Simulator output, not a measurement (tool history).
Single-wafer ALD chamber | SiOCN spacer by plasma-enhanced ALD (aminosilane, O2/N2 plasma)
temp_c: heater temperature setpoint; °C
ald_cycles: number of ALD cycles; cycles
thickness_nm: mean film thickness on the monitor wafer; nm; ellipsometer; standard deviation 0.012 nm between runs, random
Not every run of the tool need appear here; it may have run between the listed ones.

run 1 day=0.000 | temp_c=420 ald_cycles=34 | thickness_nm=2.0233
run 2 day=0.108 | temp_c=420 ald_cycles=37 | thickness_nm=2.2065
run 3 day=0.296 | temp_c=417 ald_cycles=38 | thickness_nm=2.2689
run 4 day=0.638 | temp_c=426 ald_cycles=38 | thickness_nm=2.2228
run 5 day=0.846 | temp_c=421 ald_cycles=38 | thickness_nm=2.2886
run 6 day=1.042 | temp_c=419 ald_cycles=39 | thickness_nm=2.3334
run 7 day=1.288 | temp_c=418 ald_cycles=40 | thickness_nm=2.3991
run 8 day=1.492 | temp_c=417 ald_cycles=40 | thickness_nm=2.4039
run 9 day=1.654 | temp_c=416 ald_cycles=40 | thickness_nm=2.4249

What will run 10 give?
run 10 day=1.738 | temp_c=415 ald_cycles=40 | thickness_nm=?

thickness_nm: 2.3966 nm
